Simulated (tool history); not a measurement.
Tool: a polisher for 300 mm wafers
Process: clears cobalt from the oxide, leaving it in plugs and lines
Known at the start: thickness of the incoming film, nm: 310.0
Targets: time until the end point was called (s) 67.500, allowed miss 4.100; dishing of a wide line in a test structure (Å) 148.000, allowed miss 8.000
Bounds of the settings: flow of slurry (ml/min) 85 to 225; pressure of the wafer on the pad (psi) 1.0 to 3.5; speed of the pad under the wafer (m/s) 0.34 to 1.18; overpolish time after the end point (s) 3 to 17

| run | day | flow of slurry (ml/min) | pressure of the wafer on the pad (psi) | speed of the pad under the wafer (m/s) | overpolish time after the end point (s) | time until the end point was called (s) | dishing of a wide line in a test structure (Å) |
|---|---|---|---|---|---|---|---|
| 1 | 0.000 | 145 | 2.2 | 0.76 | 9 | 73.415 | 254.500 |
| 2 | 0.029 | 145 | 2.0 | 0.76 | 9 | 80.724 | 243.890 |
| 3 | 0.396 | 145 | 2.3 | 0.68 | 7 | 76.951 | 206.090 |
| 4 | 0.517 | 145 | 2.3 | 0.68 | 10 | 76.398 | 267.490 |
| 5 | 0.608 | 150 | 2.5 | 0.62 | 8 | 71.838 | 237.580 |
| 6 | 0.792 | 130 | 2.6 | 0.62 | 7 | 73.079 | 221.000 |
| 7 | 1.125 | 170 | 2.0 | 0.64 | 3 | 87.287 | 91.798 |
| 8 | 1.488 | 160 | 2.2 | 0.64 | 3 | 79.765 | 99.712 |
| 9 | 1.583 | 150 | 2.3 | 0.64 | 3 | 78.374 | 103.320 |
| 10 | 1.829 | 145 | 2.4 | 0.64 | 3 | 76.990 | 105.530 |
|  | 1.904 | worn pad replaced by a new one |
| 11 | 1.904 | 145 | 2.5 | 0.64 | 3 | 66.064 | 114.840 |
| 12 | 2.271 | 145 | 2.5 | 0.64 | 7 | 65.723 | 232.130 |
| 13 | 2.625 | 145 | 2.5 | 0.66 | 6 | 64.370 | 217.470 |
| 14 | 2.671 | 145 | 2.5 | 0.66 | 5 | 65.900 | 181.420 |

Which of these 4 next moves meets every target?
| A | 2.717 | 140 | 2.4 | 0.64 | 4 | ? | ? |
| B | 2.717 | 165 | 2.1 | 0.60 | 4 | ? | ? |
| C | 2.717 | 140 | 2.5 | 0.70 | 6 | ? | ? |
| D | 2.717 | 145 | 2.2 | 0.60 | 4 | ? | ? |

| move | time until the end point was called (s) | dishing of a wide line in a test structure (Å) |
|---|---|---|
| A | 70.170 | 146.380 |
| B | 80.860 | 129.900 |
| C | 63.468 | 218.220 |
| D | 79.128 | 132.310 |
A: meets every target
B: takes the result that was furthest off past its target
C: further off than the last run
D: takes the result that was furthest off past its target
Move A is the one to make.

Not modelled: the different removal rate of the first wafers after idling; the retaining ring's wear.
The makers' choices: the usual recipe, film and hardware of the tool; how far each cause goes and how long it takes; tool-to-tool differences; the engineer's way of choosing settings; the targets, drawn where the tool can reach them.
